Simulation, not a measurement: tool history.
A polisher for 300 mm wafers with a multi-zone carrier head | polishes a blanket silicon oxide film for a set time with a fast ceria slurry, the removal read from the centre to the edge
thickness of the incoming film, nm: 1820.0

| run | hour | flow of slurry (ml/min) | pressure of the head's centre zone | pressure of the head's middle zone | pressure of the head's edge zone | polishing time (s) | film removed at the wafer's centre (Å) | film removed at mid-radius (Å) | film removed at the wafer's edge (Å) |
|---|---|---|---|---|---|---|---|---|---|
| 1 | 0.0 | 165 | 1.00 | 1.00 | 1.00 | 30 | 6374.0 | 6563.0 | 6534.0 |
| 2 | 7.3 | 165 | 1.00 | 0.94 | 1.00 | 30 | 6342.6 | 6264.3 | 6572.0 |
| 3 | 11.6 | 165 | 0.97 | 0.94 | 1.00 | 30 | 6105.1 | 6198.6 | 6550.9 |
| 4 | 12.6 | 125 | 0.97 | 0.94 | 1.00 | 30 | 5820.1 | 5796.1 | 6477.9 |
| 5 | 18.2 | 130 | 1.00 | 0.93 | 0.97 | 30 | 6020.8 | 5825.1 | 6318.6 |
| 6 | 27.2 | 130 | 1.02 | 0.92 | 0.95 | 30 | 6031.0 | 5783.2 | 6260.2 |
| 7 | 31.0 | 135 | 1.05 | 0.90 | 0.93 | 30 | 6316.1 | 5747.9 | 6161.4 |
| 8 | 36.3 | 135 | 1.07 | 0.89 | 0.91 | 30 | 6460.3 | 5643.8 | 6131.9 |
| 9 | 41.4 | 135 | 1.08 | 0.89 | 0.89 | 30 | 6626.7 | 5724.8 | 6131.9 |
| 10 | 44.3 | 135 | 1.09 | 0.89 | 0.88 | 30 | 6692.3 | 5674.2 | 6001.2 |
| 11 | 49.0 | 135 | 1.09 | 0.89 | 0.88 | 30 | 6729.3 | 5750.4 | 5982.6 |
| 12 | 55.9 | 130 | 1.10 | 0.89 | 0.87 | 30 | 6628.3 | 5686.3 | 6013.3 |
| 13 | 56.8 | 130 | 1.11 | 0.89 | 0.86 | 30 | 6729.0 | 5720.4 | 5841.5 |
| 14 | 60.7 | 125 | 1.12 | 0.88 | 0.85 | 30 | 6667.1 | 5518.7 | 6031.8 |

Run 15 comes next. What will it give?
| 15 | 61.3 | 130 | 1.12 | 0.88 | 0.84 | 30 | ? | ? | ? |

film removed at the wafer's centre (Å): 6676.0
film removed at mid-radius (Å): 5632.4
film removed at the wafer's edge (Å): 5790.0
